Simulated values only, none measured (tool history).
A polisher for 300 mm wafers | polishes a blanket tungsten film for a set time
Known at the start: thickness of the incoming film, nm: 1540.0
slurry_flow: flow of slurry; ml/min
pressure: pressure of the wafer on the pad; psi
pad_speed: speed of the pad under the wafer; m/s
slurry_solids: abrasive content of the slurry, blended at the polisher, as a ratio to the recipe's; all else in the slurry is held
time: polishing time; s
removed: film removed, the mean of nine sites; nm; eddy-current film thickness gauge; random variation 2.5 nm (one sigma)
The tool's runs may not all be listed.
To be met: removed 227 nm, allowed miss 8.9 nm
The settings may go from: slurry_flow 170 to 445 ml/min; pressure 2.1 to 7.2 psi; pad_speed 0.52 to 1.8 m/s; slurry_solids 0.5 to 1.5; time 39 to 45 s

run  hour  slurry_flow  pressure  pad_speed  slurry_solids  time  removed
  1     0          285       4.6       1.16              1    45   331.89
  2   7.8          285       5.1       1.16              1    45    360.8
  3  14.5          250       5.1       1.16              1    45   358.97
  4  22.2          250       5.1       1.16            1.2    45   373.85
  5  23.1          190       5.1       1.16            1.2    45   360.66
  6  30.4          190       6.2       1.16            1.2    45   421.68
  7  34.6          190       5.1       1.14            1.2    45   363.91
  8  40.1          190       4.4        1.1            1.2    45   311.67
  9  44.6          190       3.9       1.08            1.2    45   284.41
 10  49.4          190       3.5       1.08            1.2    45   261.46
 11  55.4          190       3.3       1.08            1.2    45   254.54
 12  59.6          190       3.1       1.08            1.2    45   245.38
 13  63.1          190         3       1.08            1.2    45   239.85

Which of these 5 next moves meets every target?
  A  66.6          185       2.3       1.32            1.3    45        ?
  B  66.6          180         3        1.2            1.2    45        ?
  C  66.6          170       2.9       1.16           1.35    45        ?
  D  66.6          240       3.1       1.04           1.05    43        ?
  E  66.6          270       4.1          1           1.05    40        ?

move  removed
   A   250.23
   B   261.07
   C   253.07
   D   221.59
   E   240.34
A: further off than the last run
B: further off than the last run
C: further off than the last run
D: meets every target
E: as far off as the last run
The right move is D.

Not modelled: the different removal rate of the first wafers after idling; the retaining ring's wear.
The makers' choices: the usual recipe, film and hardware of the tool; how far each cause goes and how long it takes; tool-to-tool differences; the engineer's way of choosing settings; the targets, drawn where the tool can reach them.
